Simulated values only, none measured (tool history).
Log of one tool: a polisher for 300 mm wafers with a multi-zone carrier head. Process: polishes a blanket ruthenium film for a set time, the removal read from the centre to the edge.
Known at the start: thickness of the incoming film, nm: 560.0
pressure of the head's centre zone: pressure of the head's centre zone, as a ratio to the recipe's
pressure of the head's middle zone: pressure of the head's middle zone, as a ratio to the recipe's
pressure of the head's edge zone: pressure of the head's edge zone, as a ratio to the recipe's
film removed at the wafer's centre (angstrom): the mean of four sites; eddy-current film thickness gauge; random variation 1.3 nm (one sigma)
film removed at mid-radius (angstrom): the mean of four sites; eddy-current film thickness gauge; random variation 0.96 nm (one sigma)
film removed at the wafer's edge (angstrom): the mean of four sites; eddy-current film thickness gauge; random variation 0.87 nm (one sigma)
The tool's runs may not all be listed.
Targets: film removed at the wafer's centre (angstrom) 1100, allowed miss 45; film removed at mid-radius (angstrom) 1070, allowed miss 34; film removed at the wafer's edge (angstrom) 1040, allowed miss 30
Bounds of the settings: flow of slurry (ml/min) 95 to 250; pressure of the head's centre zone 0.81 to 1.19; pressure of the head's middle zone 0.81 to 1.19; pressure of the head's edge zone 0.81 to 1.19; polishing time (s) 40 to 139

run,hour,flow of slurry (ml/min),pressure of the head's centre zone,pressure of the head's middle zone,pressure of the head's edge zone,polishing time (s),film removed at the wafer's centre (angstrom),film removed at mid-radius (angstrom),film removed at the wafer's edge (angstrom)
1,0,160,1,1,1,89,868.41,877.47,891.56
2,0.7,160,1,1,0.94,89,862.65,873.57,872.81
3,5.2,170,1.02,1.02,0.97,91,911.08,925.23,907.83
4,7.6,180,1.04,1.03,1,92,951.07,937.19,934.06
5,9.2,180,1.11,1.03,1,92,1037.8,938.75,937.94
6,14.7,180,1.05,1.03,1,92,962.51,942.85,930.99
7,17,185,1.06,1.04,1.02,93,999.22,973.97,974.58
8,20.6,195,1.07,1.05,1.02,93,1011.9,973.78,953.32
9,25,195,1.08,1.06,1.04,94,1033,1000.7,987.57

Which of these 5 next moves meets every target?
A,29.4,195,1.06,1.14,1.16,102,?,?,?
B,29.4,240,1.17,1.14,0.94,101,?,?,?
C,29.4,235,1.09,1.19,0.9,96,?,?,?
D,29.4,205,1.13,1.1,1.06,91,?,?,?
E,29.4,170,1.11,1.11,1.07,100,?,?,?

move,film removed at the wafer's centre (angstrom),film removed at mid-radius (angstrom),film removed at the wafer's edge (angstrom)
A,1095.2,1135.5,1102
B,1244,1162.5,1033
C,1097.4,1138.1,964.31
D,1052,994.73,955.49
E,1092.9,1063.9,1028.5
A: takes the result that was furthest off past its target
B: takes the result that was furthest off past its target
C: takes the result that was furthest off past its target
D: further off than the last run
E: meets every target
Answer: E
